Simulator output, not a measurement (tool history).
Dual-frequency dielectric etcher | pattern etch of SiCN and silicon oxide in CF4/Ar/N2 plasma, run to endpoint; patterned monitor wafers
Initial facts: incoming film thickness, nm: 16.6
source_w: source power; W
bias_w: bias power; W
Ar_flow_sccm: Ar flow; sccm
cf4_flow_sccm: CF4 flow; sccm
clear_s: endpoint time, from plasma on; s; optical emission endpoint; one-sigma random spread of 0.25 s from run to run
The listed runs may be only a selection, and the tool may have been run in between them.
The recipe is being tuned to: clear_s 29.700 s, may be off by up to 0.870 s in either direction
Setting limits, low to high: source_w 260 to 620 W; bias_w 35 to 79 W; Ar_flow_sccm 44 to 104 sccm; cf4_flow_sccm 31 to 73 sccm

run 1 hour=0.0 | source_w=440 bias_w=57 Ar_flow_sccm=74 cf4_flow_sccm=52 | clear_s=20.358
run 2 hour=3.0 | source_w=440 bias_w=57 Ar_flow_sccm=66 cf4_flow_sccm=52 | clear_s=19.984
run 3 hour=5.9 | source_w=500 bias_w=57 Ar_flow_sccm=66 cf4_flow_sccm=52 | clear_s=17.358
run 4 hour=9.0 | source_w=430 bias_w=56 Ar_flow_sccm=67 cf4_flow_sccm=52 | clear_s=20.703
run 5 hour=17.3 | source_w=390 bias_w=55 Ar_flow_sccm=67 cf4_flow_sccm=52 | clear_s=23.596
run 6 hour=23.0 | source_w=430 bias_w=55 Ar_flow_sccm=67 cf4_flow_sccm=52 | clear_s=20.967
run 7 hour=30.8 | source_w=390 bias_w=54 Ar_flow_sccm=67 cf4_flow_sccm=52 | clear_s=23.523
run 8 hour=32.3 | source_w=390 bias_w=54 Ar_flow_sccm=67 cf4_flow_sccm=52 | clear_s=23.469
run 9 hour=33.2 | source_w=360 bias_w=54 Ar_flow_sccm=67 cf4_flow_sccm=52 | clear_s=26.149

Exactly one of the 5 candidate moves below puts every result within its allowed miss. Which one?
run A hour=34.1 | source_w=310 bias_w=60 Ar_flow_sccm=59 cf4_flow_sccm=51 | clear_s=?
run B hour=34.1 | source_w=380 bias_w=55 Ar_flow_sccm=79 cf4_flow_sccm=54 | clear_s=?
run C hour=34.1 | source_w=410 bias_w=58 Ar_flow_sccm=65 cf4_flow_sccm=51 | clear_s=?
run D hour=34.1 | source_w=420 bias_w=60 Ar_flow_sccm=63 cf4_flow_sccm=53 | clear_s=?
run E hour=34.1 | source_w=300 bias_w=54 Ar_flow_sccm=66 cf4_flow_sccm=50 | clear_s=?

move=A clear_s=29.861
move=B clear_s=24.520
move=C clear_s=21.698
move=D clear_s=20.683
move=E clear_s=32.762
A: hits every target within its allowed miss
B: moves away from the targets compared with the last run
C: moves away from the targets compared with the last run
D: moves away from the targets compared with the last run
E: the result that was furthest off in the last run now lies on the other side of its target
Correct choice: A, which meets every target
